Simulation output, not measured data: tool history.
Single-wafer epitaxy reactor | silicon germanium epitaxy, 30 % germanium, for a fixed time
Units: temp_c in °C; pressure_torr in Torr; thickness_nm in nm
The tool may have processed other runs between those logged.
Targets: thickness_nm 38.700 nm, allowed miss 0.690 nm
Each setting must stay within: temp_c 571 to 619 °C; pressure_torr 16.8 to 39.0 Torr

Run 1, hour 0.0: temp_c 595 °C, pressure_torr 27.9 Torr. Result: thickness_nm 58.348 nm.
Run 2, hour 2.2: temp_c 592 °C, pressure_torr 27.8 Torr. Result: thickness_nm 55.439 nm.
Run 3, hour 10.1: temp_c 590 °C, pressure_torr 27.7 Torr. Result: thickness_nm 53.297 nm.
Run 4, hour 18.8: temp_c 588 °C, pressure_torr 27.7 Torr. Result: thickness_nm 50.221 nm.
Run 5, hour 19.5: temp_c 595 °C, pressure_torr 27.7 Torr. Result: thickness_nm 58.195 nm.
Run 6, hour 22.9: temp_c 595 °C, pressure_torr 24.5 Torr. Result: thickness_nm 55.950 nm.
Run 7, hour 26.1: temp_c 593 °C, pressure_torr 24.4 Torr. Result: thickness_nm 53.388 nm.
Run 8, hour 29.3: temp_c 591 °C, pressure_torr 24.4 Torr. Result: thickness_nm 51.269 nm.

5 next moves are on the table. One of them brings every result within its allowed miss. Which?
Run A, hour 32.5: temp_c 597 °C, pressure_torr 23.7 Torr. Result: thickness_nm ?.
Run B, hour 32.5: temp_c 599 °C, pressure_torr 21.2 Torr. Result: thickness_nm ?.
Run C, hour 32.5: temp_c 609 °C, pressure_torr 27.6 Torr. Result: thickness_nm ?.
Run D, hour 32.5: temp_c 582 °C, pressure_torr 20.0 Torr. Result: thickness_nm ?.
Run E, hour 32.5: temp_c 602 °C, pressure_torr 28.5 Torr. Result: thickness_nm ?.

move  thickness_nm
   A        57.454
   B        57.315
   C        78.182
   D        38.981
   E        68.602
A: lands further from the targets than the last run did
B: lands further from the targets than the last run did
C: lands further from the targets than the last run did
D: in spec on every target
E: lands further from the targets than the last run did
Correct choice: D, which meets every target
